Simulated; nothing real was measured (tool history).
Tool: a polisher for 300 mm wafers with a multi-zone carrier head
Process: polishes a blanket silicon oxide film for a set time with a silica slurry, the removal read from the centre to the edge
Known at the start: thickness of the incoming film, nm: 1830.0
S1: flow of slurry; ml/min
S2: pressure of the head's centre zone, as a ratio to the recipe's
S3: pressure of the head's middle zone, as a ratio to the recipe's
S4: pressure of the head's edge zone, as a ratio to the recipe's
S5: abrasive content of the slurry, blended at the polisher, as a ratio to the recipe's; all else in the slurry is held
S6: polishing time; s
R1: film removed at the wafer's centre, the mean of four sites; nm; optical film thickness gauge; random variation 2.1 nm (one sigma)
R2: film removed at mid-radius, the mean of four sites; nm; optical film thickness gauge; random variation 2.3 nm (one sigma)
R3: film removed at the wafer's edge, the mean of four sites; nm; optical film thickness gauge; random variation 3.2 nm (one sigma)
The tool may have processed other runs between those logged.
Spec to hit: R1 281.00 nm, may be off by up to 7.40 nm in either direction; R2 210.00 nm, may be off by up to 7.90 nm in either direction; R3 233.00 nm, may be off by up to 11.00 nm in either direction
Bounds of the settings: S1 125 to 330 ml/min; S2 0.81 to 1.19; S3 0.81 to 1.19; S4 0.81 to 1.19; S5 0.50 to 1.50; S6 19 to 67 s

Run 1, hour 0.0: S1 210 ml/min, S2 1.00, S3 1.00, S4 1.00, S5 1.00, S6 43 s. Result: R1 209.94 nm, R2 200.81 nm, R3 208.76 nm.
Run 2, hour 5.5: S1 220 ml/min, S2 1.04, S3 0.99, S4 1.01, S5 1.00, S6 43 s. Result: R1 222.60 nm, R2 200.94 nm, R3 216.43 nm.
Run 3, hour 9.3: S1 220 ml/min, S2 1.04, S3 0.99, S4 1.01, S5 0.90, S6 43 s. Result: R1 214.52 nm, R2 196.26 nm, R3 206.39 nm.
Run 4, hour 17.2: S1 220 ml/min, S2 1.04, S3 0.99, S4 1.01, S5 0.90, S6 50 s. Result: R1 248.82 nm, R2 224.58 nm, R3 237.82 nm.
Run 5, hour 24.3: S1 220 ml/min, S2 1.04, S3 0.99, S4 1.01, S5 1.00, S6 50 s. Result: R1 256.49 nm, R2 236.91 nm, R3 246.14 nm.
Run 6, hour 27.9: S1 225 ml/min, S2 1.06, S3 0.97, S4 0.99, S5 1.00, S6 50 s. Result: R1 264.12 nm, R2 229.74 nm, R3 245.52 nm.
Run 7, hour 34.4: S1 225 ml/min, S2 1.07, S3 0.96, S4 0.97, S5 1.00, S6 50 s. Result: R1 264.45 nm, R2 236.11 nm, R3 238.08 nm.
Run 8, hour 42.1: S1 225 ml/min, S2 1.09, S3 0.94, S4 0.97, S5 1.00, S6 50 s. Result: R1 270.25 nm, R2 227.74 nm, R3 241.10 nm.
Run 9, hour 45.3: S1 225 ml/min, S2 1.10, S3 0.92, S4 0.96, S5 1.00, S6 50 s. Result: R1 275.95 nm, R2 218.32 nm, R3 242.95 nm.
Run 10, hour 50.5: S1 225 ml/min, S2 1.11, S3 0.92, S4 0.95, S5 1.00, S6 50 s. Result: R1 276.56 nm, R2 221.05 nm, R3 244.53 nm.
Run 11, hour 54.6: S1 225 ml/min, S2 1.12, S3 0.91, S4 0.93, S5 1.00, S6 50 s. Result: R1 277.15 nm, R2 218.11 nm, R3 238.08 nm.

4 next moves are on the table. One of them brings every result within its allowed miss. Which?
Run A, hour 58.7: S1 180 ml/min, S2 1.17, S3 0.87, S4 0.97, S5 0.90, S6 52 s. Result: R1 ?, R2 ?, R3 ?.
Run B, hour 58.7: S1 185 ml/min, S2 1.09, S3 0.88, S4 0.91, S5 0.95, S6 51 s. Result: R1 ?, R2 ?, R3 ?.
Run C, hour 58.7: S1 190 ml/min, S2 1.10, S3 0.88, S4 0.94, S5 0.90, S6 52 s. Result: R1 ?, R2 ?, R3 ?.
Run D, hour 58.7: S1 250 ml/min, S2 1.17, S3 0.88, S4 0.81, S5 1.00, S6 45 s. Result: R1 ?, R2 ?, R3 ?.

move      R1      R2      R3
   A  283.97  206.41  243.06
   B  265.20  208.99  236.25
   C  268.77  209.76  240.56
   D  265.14  193.76  206.28
A: meets every target
B: the furthest-off result lands on target, but another misses its tolerance
C: the furthest-off result lands on target, but another misses its tolerance
D: the result that was furthest off in the last run now lies on the other side of its target
Go with A: it meets all targets.
